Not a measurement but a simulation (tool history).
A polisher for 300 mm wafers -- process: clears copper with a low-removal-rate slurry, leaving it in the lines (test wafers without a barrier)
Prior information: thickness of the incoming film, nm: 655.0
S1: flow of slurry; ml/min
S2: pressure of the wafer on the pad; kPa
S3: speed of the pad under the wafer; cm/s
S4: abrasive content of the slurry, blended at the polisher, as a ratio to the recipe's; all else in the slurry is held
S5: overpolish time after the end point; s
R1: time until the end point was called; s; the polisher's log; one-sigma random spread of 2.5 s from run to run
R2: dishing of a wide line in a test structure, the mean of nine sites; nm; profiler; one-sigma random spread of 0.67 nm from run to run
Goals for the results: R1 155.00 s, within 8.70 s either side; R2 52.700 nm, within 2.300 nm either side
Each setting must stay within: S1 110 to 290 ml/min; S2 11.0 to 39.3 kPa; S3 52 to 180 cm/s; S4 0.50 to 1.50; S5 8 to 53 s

| run | hour | S1 | S2 | S3 | S4 | S5 | R1 | R2 |
|---|---|---|---|---|---|---|---|---|
| 1 | 0.0 | 185 | 24.8 | 116 | 1.00 | 27 | 175.42 | 75.890 |
| 2 | 1.5 | 185 | 25.5 | 116 | 1.00 | 24 | 165.80 | 71.217 |
| 3 | 4.6 | 185 | 25.5 | 88 | 1.00 | 24 | 201.09 | 63.321 |
| 4 | 9.2 | 185 | 25.5 | 66 | 1.00 | 24 | 231.86 | 55.424 |
| 5 | 14.3 | 190 | 26.9 | 66 | 1.00 | 22 | 217.51 | 55.554 |
| 6 | 15.4 | 190 | 26.9 | 94 | 1.00 | 22 | 182.59 | 64.951 |
| 7 | 22.1 | 190 | 27.6 | 96 | 1.00 | 19 | 176.53 | 58.859 |
| 8 | 26.9 | 190 | 28.3 | 96 | 1.00 | 18 | 173.78 | 56.394 |
| 9 | 30.1 | 200 | 31.7 | 96 | 1.00 | 12 | 153.09 | 43.728 |
| 10 | 38.2 | 195 | 31.0 | 98 | 1.00 | 13 | 156.63 | 46.889 |
| 11 | 42.7 | 195 | 31.0 | 100 | 1.00 | 13 | 156.03 | 47.079 |
| 12 | 49.6 | 195 | 31.0 | 102 | 1.00 | 13 | 149.69 | 47.894 |

Consider the 5 candidate settings below. Which is the only one whose results all fall within their allowed miss of target?
| A | 56.5 | 220 | 27.6 | 106 | 1.20 | 14 | ? | ? |
| B | 56.5 | 135 | 28.3 | 122 | 0.95 | 12 | ? | ? |
| C | 56.5 | 135 | 27.6 | 128 | 1.05 | 13 | ? | ? |
| D | 56.5 | 160 | 33.8 | 104 | 1.25 | 13 | ? | ? |
| E | 56.5 | 200 | 26.9 | 116 | 1.15 | 15 | ? | ? |

| move | R1 | R2 |
|---|---|---|
| A | 154.28 | 49.892 |
| B | 159.46 | 42.446 |
| C | 154.32 | 46.798 |
| D | 132.73 | 53.691 |
| E | 153.46 | 53.089 |
A: an improvement on the last run, though not all results are within tolerance
B: its largest miss is bigger than the last run's
C: its largest miss is bigger than the last run's
D: the worst result of the last run now meets its target, but another is out of spec
E: every result within its allowed miss
The move that meets every target is E.
